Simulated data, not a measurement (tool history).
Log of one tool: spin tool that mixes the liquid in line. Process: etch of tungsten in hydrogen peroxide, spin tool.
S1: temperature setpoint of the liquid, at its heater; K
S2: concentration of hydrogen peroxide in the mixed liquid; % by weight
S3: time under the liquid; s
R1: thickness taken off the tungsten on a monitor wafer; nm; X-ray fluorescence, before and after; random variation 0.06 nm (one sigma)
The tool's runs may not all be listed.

run 1 day=0 | S1=320.15 S2=16 S3=15 | R1=9.0821
run 2 day=0.196 | S1=320.15 S2=16 S3=15 | R1=9.1355
run 3 day=0.417 | S1=318.65 S2=16 S3=15 | R1=8.3558
run 4 day=0.521 | S1=317.65 S2=16 S3=15 | R1=7.6509
run 5 day=0.779 | S1=317.65 S2=13.5 S3=15 | R1=7.0369
run 6 day=0.825 | S1=317.65 S2=13.5 S3=15 | R1=7.1067
run 7 day=1.054 | S1=317.15 S2=13.5 S3=15 | R1=6.9105

Run 8 comes next. What will it give?
run 8 day=1.379 | S1=317.15 S2=13.5 S3=15 | R1=?

{"run 8": {"R1": 6.8856}}
